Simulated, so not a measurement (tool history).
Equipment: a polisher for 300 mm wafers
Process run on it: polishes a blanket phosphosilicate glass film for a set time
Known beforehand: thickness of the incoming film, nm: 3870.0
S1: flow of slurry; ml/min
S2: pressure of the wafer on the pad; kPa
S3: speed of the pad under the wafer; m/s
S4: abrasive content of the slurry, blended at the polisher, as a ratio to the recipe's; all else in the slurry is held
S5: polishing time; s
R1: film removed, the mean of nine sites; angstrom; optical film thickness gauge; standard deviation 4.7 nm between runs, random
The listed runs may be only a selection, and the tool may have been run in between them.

| run | hour | S1 | S2 | S3 | S4 | S5 | R1 |
|---|---|---|---|---|---|---|---|
| 1 | 0 | 250 | 18.6 | 1.24 | 1 | 51 | 4059.6 |
| 2 | 4.8 | 255 | 20 | 1.24 | 1 | 51 | 4262.7 |
| 3 | 9.3 | 255 | 20 | 1.24 | 1 | 51 | 4273.7 |
| 4 | 12 | 255 | 20 | 1 | 1 | 51 | 3749.5 |
| 5 | 13.3 | 255 | 17.9 | 1 | 1 | 51 | 3384.6 |
| 6 | 17 | 255 | 20 | 1.02 | 1 | 51 | 3801.1 |

What will run 7 give?
| 7 | 22.9 | 255 | 21.4 | 1.04 | 1 | 51 | ? |

{"run 7": {"R1": 4067.3}}
